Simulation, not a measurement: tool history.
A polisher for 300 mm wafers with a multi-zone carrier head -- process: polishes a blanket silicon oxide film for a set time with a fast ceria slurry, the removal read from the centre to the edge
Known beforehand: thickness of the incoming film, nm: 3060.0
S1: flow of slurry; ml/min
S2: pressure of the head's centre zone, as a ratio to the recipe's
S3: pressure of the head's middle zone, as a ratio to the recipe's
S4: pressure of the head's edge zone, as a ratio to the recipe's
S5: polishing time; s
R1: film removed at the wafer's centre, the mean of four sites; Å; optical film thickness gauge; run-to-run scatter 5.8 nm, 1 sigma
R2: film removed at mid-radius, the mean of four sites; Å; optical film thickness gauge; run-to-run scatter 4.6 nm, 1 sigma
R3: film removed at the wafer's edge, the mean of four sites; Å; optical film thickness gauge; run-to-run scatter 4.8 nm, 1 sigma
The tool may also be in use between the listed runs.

run	hour	S1	S2	S3	S4	S5	R1	R2	R3
1	0	125	1	1	1	45	6866.1	6972.8	6829.4
2	4	125	0.96	1	1	45	6349.6	6826.4	6903
3	7.4	125	0.92	1	1	45	6274.5	6885	6757.8
4	15.9	115	0.91	0.96	1	41	5398.6	5939.2	6156.2
5	19.1	110	0.92	0.93	0.99	38	5016.9	5114.1	5609.4
6	25.7	105	0.91	0.91	0.96	37	4836.5	4939.5	5483.8

Run 7, settings as shown, results not yet in. Your forecast:
7	30.9	105	0.91	0.9	0.95	35	?	?	?

Run 7 came out at R1 4566.7 Å, R2 4694.4 Å, R3 5055.7 Å.
